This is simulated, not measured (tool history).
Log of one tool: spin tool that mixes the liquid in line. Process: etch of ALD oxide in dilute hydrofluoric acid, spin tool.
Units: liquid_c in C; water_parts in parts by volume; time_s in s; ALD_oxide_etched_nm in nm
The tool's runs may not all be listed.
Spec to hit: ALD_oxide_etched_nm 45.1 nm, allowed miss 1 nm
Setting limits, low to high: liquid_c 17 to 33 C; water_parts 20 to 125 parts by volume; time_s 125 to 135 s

{"run": 1, "hour": 0.0, "liquid_c": 25, "water_parts": 70, "time_s": 125, "ALD_oxide_etched_nm": 31.071}
{"run": 2, "hour": 7.5, "liquid_c": 27, "water_parts": 70, "time_s": 125, "ALD_oxide_etched_nm": 33.231}
{"run": 3, "hour": 9.9, "liquid_c": 28.5, "water_parts": 70, "time_s": 125, "ALD_oxide_etched_nm": 35.293}
{"run": 4, "hour": 11.8, "liquid_c": 28.5, "water_parts": 60, "time_s": 125, "ALD_oxide_etched_nm": 41.646}
{"run": 5, "hour": 20.3, "liquid_c": 28.5, "water_parts": 80, "time_s": 125, "ALD_oxide_etched_nm": 30.244}
{"run": 6, "hour": 21.5, "liquid_c": 30, "water_parts": 75, "time_s": 125, "ALD_oxide_etched_nm": 34.55}
{"run": 7, "hour": 25.6, "liquid_c": 31, "water_parts": 70, "time_s": 125, "ALD_oxide_etched_nm": 38.789}
{"run": 8, "hour": 26.9, "liquid_c": 31, "water_parts": 70, "time_s": 125, "ALD_oxide_etched_nm": 38.824}
{"run": 9, "hour": 30.8, "liquid_c": 31.5, "water_parts": 70, "time_s": 125, "ALD_oxide_etched_nm": 39.264}
{"run": 10, "hour": 34.9, "liquid_c": 32, "water_parts": 70, "time_s": 125, "ALD_oxide_etched_nm": 39.854}
{"run": 11, "hour": 36.4, "liquid_c": 32.5, "water_parts": 70, "time_s": 125, "ALD_oxide_etched_nm": 40.71}

Which one of the following 4 next-run settings gets every result inside its allowed miss? There is exactly one.
{"run": "A", "hour": 37.9, "liquid_c": 31.5, "water_parts": 70, "time_s": 125, "ALD_oxide_etched_nm": "?"}
{"run": "B", "hour": 37.9, "liquid_c": 29.5, "water_parts": 60, "time_s": 130, "ALD_oxide_etched_nm": "?"}
{"run": "C", "hour": 37.9, "liquid_c": 33, "water_parts": 65, "time_s": 135, "ALD_oxide_etched_nm": "?"}
{"run": "D", "hour": 37.9, "liquid_c": 32.5, "water_parts": 75, "time_s": 130, "ALD_oxide_etched_nm": "?"}

move=A ALD_oxide_etched_nm=39.62
move=B ALD_oxide_etched_nm=45.188
move=C ALD_oxide_etched_nm=49.16
move=D ALD_oxide_etched_nm=39.629
A: the biggest miss grows against the last run
B: all results in spec
C: the result that was furthest off in the last run now lies on the other side of its target
D: the biggest miss grows against the last run
B is the move that brings every result within its allowed miss.
